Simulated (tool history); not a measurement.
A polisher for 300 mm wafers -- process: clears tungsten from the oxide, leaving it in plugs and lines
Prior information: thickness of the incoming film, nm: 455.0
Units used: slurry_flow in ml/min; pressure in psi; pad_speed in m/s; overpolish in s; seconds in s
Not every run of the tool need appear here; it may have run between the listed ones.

run	hour	slurry_flow	pressure	pad_speed	slurry_solids	overpolish	seconds
1	0	215	3.6	1.04	1	23	89.614
2	4.1	215	4.4	1.04	1	23	75.49
3	5.7	215	3.9	1.04	1	23	82.884
4	14.6	215	3.9	1.04	1	25	82.569
5	15.7	215	4.2	1.04	1	25	80.37
6	20.1	215	4.5	1.06	1	25	73.186

Run 7 is up next; what results do you expect?
7	23	215	4.7	1.06	1	25	?

Logged for run 7: seconds 70.983 s.
